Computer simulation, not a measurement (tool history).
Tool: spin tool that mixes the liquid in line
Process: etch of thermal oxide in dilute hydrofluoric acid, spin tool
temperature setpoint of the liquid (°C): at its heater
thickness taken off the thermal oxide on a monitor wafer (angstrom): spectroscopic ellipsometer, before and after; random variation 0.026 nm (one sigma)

run  hour  temperature setpoint of the liquid (°C)  parts of water to one part of 49 % hydrofluoric acid (parts by volume)  time under the liquid (s)  thickness taken off the thermal oxide on a monitor wafer (angstrom)
  1     0                                       24                                                                     225                        325                                                               65.392
  2   6.7                                       24                                                                     225                        345                                                               68.855
  3  10.7                                       23                                                                     250                        345                                                               59.259
  4  15.1                                       20                                                                     250                        345                                                               52.572
  5  18.3                                       20                                                                     225                        345                                                               61.173
  6  21.7                                       20                                                                     180                        345                                                               79.318
  7  29.9                                     19.5                                                                     215                        345                                                               62.767

Run 8 comes next. What will it give?
  8  37.5                                       19                                                                     240                        345                                                                    ?

thickness taken off the thermal oxide on a monitor wafer (angstrom): 53.291
